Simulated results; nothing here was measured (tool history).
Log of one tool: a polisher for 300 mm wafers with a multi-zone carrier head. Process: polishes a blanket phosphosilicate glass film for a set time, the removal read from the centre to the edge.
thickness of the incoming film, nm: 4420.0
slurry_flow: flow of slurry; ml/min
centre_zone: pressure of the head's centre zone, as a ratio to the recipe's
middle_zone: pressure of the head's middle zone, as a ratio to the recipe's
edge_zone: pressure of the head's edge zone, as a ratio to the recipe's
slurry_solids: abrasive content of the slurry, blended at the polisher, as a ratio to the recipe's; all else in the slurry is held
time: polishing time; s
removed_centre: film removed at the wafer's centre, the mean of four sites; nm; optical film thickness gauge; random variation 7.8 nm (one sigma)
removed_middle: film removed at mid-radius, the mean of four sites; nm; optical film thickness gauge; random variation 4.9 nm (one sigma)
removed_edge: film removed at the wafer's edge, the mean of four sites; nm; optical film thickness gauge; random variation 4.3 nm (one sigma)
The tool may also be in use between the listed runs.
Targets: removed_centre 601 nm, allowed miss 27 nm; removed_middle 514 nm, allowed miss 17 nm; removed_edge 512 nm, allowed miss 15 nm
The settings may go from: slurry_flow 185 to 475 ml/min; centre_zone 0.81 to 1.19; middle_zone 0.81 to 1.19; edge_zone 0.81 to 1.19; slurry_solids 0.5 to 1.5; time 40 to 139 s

Run 1, hour 0: slurry_flow 305 ml/min, centre_zone 1, middle_zone 1, edge_zone 1, slurry_solids 1, time 89 s. Result: removed_centre 619.74 nm, removed_middle 611.61 nm, removed_edge 630.34 nm.
Run 2, hour 5.6: slurry_flow 375 ml/min, centre_zone 1, middle_zone 1, edge_zone 1, slurry_solids 1, time 89 s. Result: removed_centre 650.87 nm, removed_middle 616.93 nm, removed_edge 627.88 nm.
Run 3, hour 14: slurry_flow 375 ml/min, centre_zone 1, middle_zone 1, edge_zone 1.08, slurry_solids 1, time 89 s. Result: removed_centre 638.22 nm, removed_middle 632.58 nm, removed_edge 654.78 nm.
Run 4, hour 15.2: slurry_flow 375 ml/min, centre_zone 1, middle_zone 1, edge_zone 1.01, slurry_solids 1, time 89 s. Result: removed_centre 654.15 nm, removed_middle 624.19 nm, removed_edge 633.88 nm.
Run 5, hour 23.8: slurry_flow 380 ml/min, centre_zone 1, middle_zone 0.99, edge_zone 0.98, slurry_solids 0.95, time 89 s. Result: removed_centre 616.86 nm, removed_middle 612.33 nm, removed_edge 604.23 nm.
Run 6, hour 25.8: slurry_flow 435 ml/min, centre_zone 1, middle_zone 0.99, edge_zone 0.98, slurry_solids 0.95, time 89 s. Result: removed_centre 639.89 nm, removed_middle 595.74 nm, removed_edge 606.42 nm.
Run 7, hour 33.4: slurry_flow 440 ml/min, centre_zone 1.01, middle_zone 0.98, edge_zone 0.96, slurry_solids 0.9, time 89 s. Result: removed_centre 632.6 nm, removed_middle 576.54 nm, removed_edge 581.33 nm.
Run 8, hour 35.6: slurry_flow 445 ml/min, centre_zone 1.01, middle_zone 0.97, edge_zone 0.94, slurry_solids 0.9, time 89 s. Result: removed_centre 626.18 nm, removed_middle 586.49 nm, removed_edge 578.44 nm.
Run 9, hour 36.6: slurry_flow 450 ml/min, centre_zone 1.02, middle_zone 0.95, edge_zone 0.93, slurry_solids 0.85, time 89 s. Result: removed_centre 601.43 nm, removed_middle 548.76 nm, removed_edge 560.08 nm.
Run 10, hour 42.3: slurry_flow 455 ml/min, centre_zone 1.03, middle_zone 0.95, edge_zone 0.91, slurry_solids 0.85, time 89 s. Result: removed_centre 598.3 nm, removed_middle 536.45 nm, removed_edge 550.05 nm.
Run 11, hour 49.2: slurry_flow 460 ml/min, centre_zone 1.04, middle_zone 0.95, edge_zone 0.89, slurry_solids 0.85, time 89 s. Result: removed_centre 610.27 nm, removed_middle 549.37 nm, removed_edge 549.33 nm.
Run 12, hour 50.8: slurry_flow 465 ml/min, centre_zone 1.05, middle_zone 0.95, edge_zone 0.88, slurry_solids 0.85, time 89 s. Result: removed_centre 618.81 nm, removed_middle 557.2 nm, removed_edge 549.89 nm.
Run 13, hour 57.1: slurry_flow 465 ml/min, centre_zone 1.06, middle_zone 0.94, edge_zone 0.87, slurry_solids 0.85, time 89 s. Result: removed_centre 620.7 nm, removed_middle 539.51 nm, removed_edge 545.32 nm.
Run 14, hour 60.4: slurry_flow 465 ml/min, centre_zone 1.06, middle_zone 0.94, edge_zone 0.87, slurry_solids 0.85, time 89 s. Result: removed_centre 613.5 nm, removed_middle 534.09 nm, removed_edge 535.53 nm.
Run 15, hour 68.3: slurry_flow 465 ml/min, centre_zone 1.06, middle_zone 0.94, edge_zone 0.86, slurry_solids 0.85, time 89 s. Result: removed_centre 609.98 nm, removed_middle 548.74 nm, removed_edge 534.85 nm.
Run 16, hour 72.9: slurry_flow 465 ml/min, centre_zone 1.07, middle_zone 0.93, edge_zone 0.85, slurry_solids 0.85, time 89 s. Result: removed_centre 640.65 nm, removed_middle 542.84 nm, removed_edge 530.48 nm.
Run 17, hour 77.5: slurry_flow 465 ml/min, centre_zone 1.06, middle_zone 0.92, edge_zone 0.85, slurry_solids 0.85, time 89 s. Result: removed_centre 624.36 nm, removed_middle 530.06 nm, removed_edge 534.98 nm.
Run 18, hour 79.5: slurry_flow 465 ml/min, centre_zone 1.06, middle_zone 0.92, edge_zone 0.84, slurry_solids 0.85, time 89 s. Result: removed_centre 621.51 nm, removed_middle 535.2 nm, removed_edge 522.6 nm.
Run 19, hour 85.3: slurry_flow 465 ml/min, centre_zone 1.05, middle_zone 0.91, edge_zone 0.84, slurry_solids 0.85, time 89 s. Result: removed_centre 627.57 nm, removed_middle 527.5 nm, removed_edge 532.27 nm.

Which of these 5 next moves meets every target?
Run A, hour 91.1: slurry_flow 475 ml/min, centre_zone 1.05, middle_zone 0.92, edge_zone 0.83, slurry_solids 0.8, time 90 s. Result: removed_centre ?, removed_middle ?, removed_edge ?.
Run B, hour 91.1: slurry_flow 470 ml/min, centre_zone 1.16, middle_zone 0.93, edge_zone 0.81, slurry_solids 1, time 82 s. Result: removed_centre ?, removed_middle ?, removed_edge ?.
Run C, hour 91.1: slurry_flow 475 ml/min, centre_zone 1.05, middle_zone 0.86, edge_zone 0.87, slurry_solids 0.95, time 86 s. Result: removed_centre ?, removed_middle ?, removed_edge ?.
Run D, hour 91.1: slurry_flow 470 ml/min, centre_zone 1.09, middle_zone 0.81, edge_zone 0.81, slurry_solids 1.1, time 81 s. Result: removed_centre ?, removed_middle ?, removed_edge ?.
Run E, hour 91.1: slurry_flow 475 ml/min, centre_zone 1.05, middle_zone 0.93, edge_zone 0.85, slurry_solids 0.9, time 89 s. Result: removed_centre ?, removed_middle ?, removed_edge ?.

move  removed_centre  removed_middle  removed_edge
   A          604.92          521.91        514.31
   B          684.29          549.14        530.82
   C          643.08          524.89        559.05
   D          675.14          509.23        552.36
   E           644.9          561.39        554.01
A: meets every target
B: further off than the last run
C: further off than the last run
D: further off than the last run
E: further off than the last run
Move A is the one to make.
